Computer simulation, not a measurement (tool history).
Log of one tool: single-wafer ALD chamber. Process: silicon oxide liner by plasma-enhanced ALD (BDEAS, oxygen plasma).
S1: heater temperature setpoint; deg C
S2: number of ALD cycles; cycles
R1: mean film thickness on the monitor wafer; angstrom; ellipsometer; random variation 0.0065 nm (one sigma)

run	hour	S1	S2	R1
1	0	310	36	29.691
2	0.8	312	34	27.862
3	2.8	305	34	28.078
4	10.4	301	34	28.419
5	19.3	305	32	26.529
6	22.7	301	32	26.714
7	30.3	304	31	25.77
8	36.3	316	25	20.462

Run 9 comes next. What will it give?
9	38.7	312	25	?

R1: 20.573 angstrom

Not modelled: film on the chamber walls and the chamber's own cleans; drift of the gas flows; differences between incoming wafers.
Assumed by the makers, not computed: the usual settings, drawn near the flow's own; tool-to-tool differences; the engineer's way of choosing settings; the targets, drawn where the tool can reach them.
